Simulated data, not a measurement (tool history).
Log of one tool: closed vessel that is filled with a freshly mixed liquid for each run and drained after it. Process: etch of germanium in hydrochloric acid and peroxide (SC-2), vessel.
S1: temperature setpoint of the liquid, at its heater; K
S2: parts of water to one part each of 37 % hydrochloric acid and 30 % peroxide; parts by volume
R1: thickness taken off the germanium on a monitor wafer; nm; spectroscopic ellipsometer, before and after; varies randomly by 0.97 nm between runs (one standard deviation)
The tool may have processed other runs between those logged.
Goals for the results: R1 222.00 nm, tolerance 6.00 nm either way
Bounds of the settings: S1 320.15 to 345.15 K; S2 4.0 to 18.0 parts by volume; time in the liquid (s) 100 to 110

{"run": 1, "hour": 0.0, "S1": 336.15, "S2": 10.0, "time in the liquid (s)": 100, "R1": 282.92}
{"run": 2, "hour": 5.1, "S1": 336.15, "S2": 10.0, "time in the liquid (s)": 110, "R1": 311.42}
{"run": 3, "hour": 10.8, "S1": 336.15, "S2": 13.0, "time in the liquid (s)": 110, "R1": 299.8}
{"run": 4, "hour": 15.2, "S1": 333.65, "S2": 13.0, "time in the liquid (s)": 110, "R1": 277.63}
{"run": 5, "hour": 20.3, "S1": 333.65, "S2": 10.5, "time in the liquid (s)": 110, "R1": 289.06}
{"run": 6, "hour": 26.5, "S1": 333.65, "S2": 10.5, "time in the liquid (s)": 110, "R1": 289.38}
{"run": 7, "hour": 31.9, "S1": 331.65, "S2": 10.5, "time in the liquid (s)": 110, "R1": 270.28}
{"run": 8, "hour": 37.4, "S1": 330.15, "S2": 10.5, "time in the liquid (s)": 110, "R1": 260.14}
{"run": 9, "hour": 41.3, "S1": 329.15, "S2": 10.5, "time in the liquid (s)": 110, "R1": 252.88}
{"run": 10, "hour": 42.5, "S1": 324.15, "S2": 11.0, "time in the liquid (s)": 110, "R1": 213.3}

Pick the move, out of 5, that brings all results within their allowed miss; only one does.
{"run": "A", "hour": 43.7, "S1": 326.65, "S2": 12.5, "time in the liquid (s)": 100, "R1": "?"}
{"run": "B", "hour": 43.7, "S1": 327.65, "S2": 8.0, "time in the liquid (s)": 105, "R1": "?"}
{"run": "C", "hour": 43.7, "S1": 330.15, "S2": 17.0, "time in the liquid (s)": 100, "R1": "?"}
{"run": "D", "hour": 43.7, "S1": 327.15, "S2": 14.0, "time in the liquid (s)": 100, "R1": "?"}
{"run": "E", "hour": 43.7, "S1": 323.15, "S2": 12.0, "time in the liquid (s)": 110, "R1": "?"}

move=A R1=207.09
move=B R1=234.49
move=C R1=218.95
move=D R1=206.96
move=E R1=205.58
A: misses by more than the last run did
B: moves the result that the last run missed by most past its target, out the other side
C: hits every target within its allowed miss
D: misses by more than the last run did
E: misses by more than the last run did
Move C is the one to make.
